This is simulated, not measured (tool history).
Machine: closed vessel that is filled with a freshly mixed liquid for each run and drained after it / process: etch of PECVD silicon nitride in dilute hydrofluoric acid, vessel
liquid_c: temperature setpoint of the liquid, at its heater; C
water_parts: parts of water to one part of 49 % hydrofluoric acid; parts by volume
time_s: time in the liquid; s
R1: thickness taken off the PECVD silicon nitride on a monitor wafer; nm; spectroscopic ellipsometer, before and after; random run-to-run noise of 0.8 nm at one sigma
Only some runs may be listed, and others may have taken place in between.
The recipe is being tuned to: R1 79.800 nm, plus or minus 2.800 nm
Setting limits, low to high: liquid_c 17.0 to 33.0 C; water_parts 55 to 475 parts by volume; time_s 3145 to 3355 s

{"run": 1, "hour": 0.0, "liquid_c": 25.0, "water_parts": 265, "time_s": 3145, "R1": 39.769}
{"run": 2, "hour": 9.1, "liquid_c": 25.0, "water_parts": 265, "time_s": 3355, "R1": 42.396}
{"run": 3, "hour": 17.2, "liquid_c": 25.0, "water_parts": 265, "time_s": 3355, "R1": 41.744}
{"run": 4, "hour": 20.9, "liquid_c": 25.0, "water_parts": 185, "time_s": 3355, "R1": 60.863}
{"run": 5, "hour": 29.6, "liquid_c": 25.0, "water_parts": 100, "time_s": 3355, "R1": 110.6}
{"run": 6, "hour": 34.4, "liquid_c": 23.5, "water_parts": 100, "time_s": 3355, "R1": 99.537}
{"run": 7, "hour": 42.2, "liquid_c": 22.0, "water_parts": 100, "time_s": 3355, "R1": 91.46}
{"run": 8, "hour": 45.4, "liquid_c": 21.0, "water_parts": 100, "time_s": 3355, "R1": 85.976}

Pick the move, out of 5, that brings all results within their allowed miss; only one does.
{"run": "A", "hour": 48.6, "liquid_c": 18.5, "water_parts": 80, "time_s": 3305, "R1": "?"}
{"run": "B", "hour": 48.6, "liquid_c": 23.5, "water_parts": 135, "time_s": 3200, "R1": "?"}
{"run": "C", "hour": 48.6, "liquid_c": 20.5, "water_parts": 90, "time_s": 3200, "R1": "?"}
{"run": "D", "hour": 48.6, "liquid_c": 20.0, "water_parts": 110, "time_s": 3355, "R1": "?"}
{"run": "E", "hour": 48.6, "liquid_c": 21.0, "water_parts": 105, "time_s": 3345, "R1": "?"}

move=A R1=88.455
move=B R1=71.867
move=C R1=87.610
move=D R1=72.984
move=E R1=81.477
A: lands further from the targets than the last run did
B: takes the biggest miss from the last run beyond its target
C: lands further from the targets than the last run did
D: takes the biggest miss from the last run beyond its target
E: all results in spec
Answer: E
